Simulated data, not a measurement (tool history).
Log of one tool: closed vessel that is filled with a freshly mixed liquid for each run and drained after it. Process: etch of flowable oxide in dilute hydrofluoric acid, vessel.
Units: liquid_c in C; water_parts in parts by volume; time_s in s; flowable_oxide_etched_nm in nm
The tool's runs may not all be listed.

| run | day | liquid_c | water_parts | time_s | flowable_oxide_etched_nm |
|---|---|---|---|---|---|
| 1 | 0.000 | 21.0 | 175 | 35 | 3.4707 |
| 2 | 0.092 | 22.5 | 175 | 35 | 3.7189 |
| 3 | 0.183 | 22.5 | 175 | 30 | 3.1792 |
| 4 | 0.425 | 24.0 | 165 | 30 | 3.6196 |
| 5 | 0.721 | 24.0 | 215 | 30 | 2.6333 |
| 6 | 0.867 | 25.5 | 215 | 30 | 2.7577 |
| 7 | 0.962 | 26.0 | 200 | 30 | 3.0988 |
| 8 | 1.208 | 26.5 | 185 | 30 | 3.4415 |

Forecast run 9:
| 9 | 1.454 | 27.0 | 175 | 30 | ? |

flowable_oxide_etched_nm: 3.7645 nm
